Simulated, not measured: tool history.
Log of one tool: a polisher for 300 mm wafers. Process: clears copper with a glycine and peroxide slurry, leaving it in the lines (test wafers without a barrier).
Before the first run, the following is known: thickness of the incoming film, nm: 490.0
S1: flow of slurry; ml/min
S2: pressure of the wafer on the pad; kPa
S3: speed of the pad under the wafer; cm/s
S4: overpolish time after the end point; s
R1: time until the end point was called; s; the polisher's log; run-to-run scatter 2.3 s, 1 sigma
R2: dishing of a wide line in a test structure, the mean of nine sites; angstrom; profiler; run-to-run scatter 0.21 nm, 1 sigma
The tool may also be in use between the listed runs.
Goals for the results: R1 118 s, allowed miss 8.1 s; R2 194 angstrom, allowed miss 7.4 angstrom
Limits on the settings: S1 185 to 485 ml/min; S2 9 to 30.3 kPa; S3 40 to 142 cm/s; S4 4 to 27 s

{"run": 1, "hour": 0.0, "S1": 310, "S2": 19.3, "S3": 90, "S4": 14, "R1": 93.769, "R2": 282.34}
{"run": 2, "hour": 6.1, "S1": 260, "S2": 19.3, "S3": 90, "S4": 14, "R1": 100.14, "R2": 275.6}
{"run": 3, "hour": 13.4, "S1": 275, "S2": 17.9, "S3": 90, "S4": 11, "R1": 99.33, "R2": 235.87}
{"run": 4, "hour": 17.4, "S1": 275, "S2": 22.8, "S3": 90, "S4": 11, "R1": 87.044, "R2": 260.45}
{"run": 5, "hour": 24.3, "S1": 275, "S2": 20, "S3": 88, "S4": 10, "R1": 95.653, "R2": 234.07}
{"run": 6, "hour": 32.4, "S1": 270, "S2": 17.9, "S3": 88, "S4": 10, "R1": 101.53, "R2": 222.79}
{"run": 7, "hour": 36.7, "S1": 270, "S2": 17.9, "S3": 88, "S4": 10, "R1": 99.761, "R2": 225.58}
{"run": 8, "hour": 43.9, "S1": 265, "S2": 16.5, "S3": 86, "S4": 10, "R1": 110.46, "R2": 217.04}
{"run": 9, "hour": 48.8, "S1": 265, "S2": 15.2, "S3": 86, "S4": 7, "R1": 113.2, "R2": 161.13}
{"run": 10, "hour": 50.9, "S1": 255, "S2": 15.9, "S3": 82, "S4": 8, "R1": 115.6, "R2": 181}
{"run": 11, "hour": 55.6, "S1": 255, "S2": 15.9, "S3": 82, "S4": 8, "R1": 117.67, "R2": 177.12}
{"run": 12, "hour": 62.0, "S1": 255, "S2": 16.5, "S3": 82, "S4": 8, "R1": 112.31, "R2": 181.59}

Exercise: of the 4 proposed moves below, exactly one satisfies all targets within the stated allowed misses. Which move is it?
{"run": "A", "hour": 68.4, "S1": 270, "S2": 9, "S3": 94, "S4": 10, "R1": "?", "R2": "?"}
{"run": "B", "hour": 68.4, "S1": 185, "S2": 14.5, "S3": 78, "S4": 8, "R1": "?", "R2": "?"}
{"run": "C", "hour": 68.4, "S1": 380, "S2": 17.9, "S3": 64, "S4": 9, "R1": "?", "R2": "?"}
{"run": "D", "hour": 68.4, "S1": 225, "S2": 14.5, "S3": 62, "S4": 11, "R1": "?", "R2": "?"}

move=A R1=146.83 R2=181.44
move=B R1=131.23 R2=166.58
move=C R1=120.94 R2=193.16
move=D R1=144.99 R2=197.43
A: further off than the last run
B: further off than the last run
C: all results land within tolerance of their targets
D: puts the biggest miss on target and leaves a different result outside tolerance
Move C is the one to make.

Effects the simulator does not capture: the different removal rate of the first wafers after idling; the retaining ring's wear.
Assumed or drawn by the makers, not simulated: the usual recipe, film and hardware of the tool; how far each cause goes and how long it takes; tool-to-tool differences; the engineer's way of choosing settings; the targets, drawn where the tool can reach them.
